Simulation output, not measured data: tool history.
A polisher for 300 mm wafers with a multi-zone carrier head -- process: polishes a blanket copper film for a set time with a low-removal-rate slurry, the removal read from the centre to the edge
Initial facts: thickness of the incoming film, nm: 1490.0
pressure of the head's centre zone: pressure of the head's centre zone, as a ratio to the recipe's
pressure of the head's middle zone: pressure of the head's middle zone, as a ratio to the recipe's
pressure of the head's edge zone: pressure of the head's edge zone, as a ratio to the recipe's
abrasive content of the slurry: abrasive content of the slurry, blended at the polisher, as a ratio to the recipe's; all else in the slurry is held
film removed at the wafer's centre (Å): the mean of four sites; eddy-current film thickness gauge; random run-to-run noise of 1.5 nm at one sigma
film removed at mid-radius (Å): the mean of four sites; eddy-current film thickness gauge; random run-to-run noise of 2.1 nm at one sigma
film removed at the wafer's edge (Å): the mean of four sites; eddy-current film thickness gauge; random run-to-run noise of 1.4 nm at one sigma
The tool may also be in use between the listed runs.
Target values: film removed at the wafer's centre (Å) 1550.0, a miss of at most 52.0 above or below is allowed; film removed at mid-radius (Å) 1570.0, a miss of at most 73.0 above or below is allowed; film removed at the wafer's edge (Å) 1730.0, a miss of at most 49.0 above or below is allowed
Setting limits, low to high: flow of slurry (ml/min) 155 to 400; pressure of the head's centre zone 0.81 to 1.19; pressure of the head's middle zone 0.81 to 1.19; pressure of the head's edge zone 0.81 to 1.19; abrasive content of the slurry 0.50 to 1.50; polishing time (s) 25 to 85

run,hour,flow of slurry (ml/min),pressure of the head's centre zone,pressure of the head's middle zone,pressure of the head's edge zone,abrasive content of the slurry,polishing time (s),film removed at the wafer's centre (Å),film removed at mid-radius (Å),film removed at the wafer's edge (Å)
1,0.0,255,1.00,1.00,1.00,1.00,55,2240.5,2337.6,2362.6
2,8.6,255,1.00,1.00,1.05,1.00,55,2230.1,2300.2,2408.4
3,10.3,250,0.98,0.96,1.02,0.85,52,2020.6,2061.1,2165.5
4,13.2,250,1.04,0.96,1.02,0.85,52,2150.6,2076.4,2202.0
5,18.2,240,0.99,0.92,1.00,0.75,50,1926.8,1874.6,2021.5
6,21.4,260,0.99,0.92,1.00,0.75,50,1925.9,1811.0,2061.8
7,22.4,245,0.95,0.90,0.97,0.65,50,1799.9,1801.1,1956.5
8,28.2,245,0.93,0.88,0.95,0.60,49,1709.3,1677.0,1882.6
# hour 36.1: slurry nozzle cleaned
9,36.1,235,0.91,0.87,0.92,0.55,49,1699.3,1673.5,1855.1
10,43.9,230,0.86,0.86,0.89,0.50,45,1436.4,1473.3,1637.1
11,50.3,240,0.87,0.87,0.91,0.50,45,1458.1,1546.9,1691.1

Below are 5 possible settings for the next run. Only one of them brings all results inside the allowed miss of their targets. Which is it?
A,56.7,210,0.90,0.91,0.89,0.50,51,?,?,?
B,56.7,245,0.83,0.90,0.90,0.50,46,?,?,?
C,56.7,235,0.86,0.94,0.81,0.55,48,?,?,?
D,56.7,230,0.85,0.81,0.95,0.50,49,?,?,?
E,56.7,190,0.91,0.88,0.91,0.75,44,?,?,?

move,film removed at the wafer's centre (Å),film removed at mid-radius (Å),film removed at the wafer's edge (Å)
A,1684.6,1761.3,1844.7
B,1425.2,1601.3,1692.8
C,1560.6,1748.7,1707.2
D,1543.3,1566.6,1842.2
E,1561.9,1576.9,1716.8
A: carries the result that was furthest off beyond its target, to the other side
B: further off than the last run
C: meets the target for the result that was furthest off, but another lies outside its allowed miss
D: meets the target for the result that was furthest off, but another lies outside its allowed miss
E: all results land within tolerance of their targets
E meets every target.

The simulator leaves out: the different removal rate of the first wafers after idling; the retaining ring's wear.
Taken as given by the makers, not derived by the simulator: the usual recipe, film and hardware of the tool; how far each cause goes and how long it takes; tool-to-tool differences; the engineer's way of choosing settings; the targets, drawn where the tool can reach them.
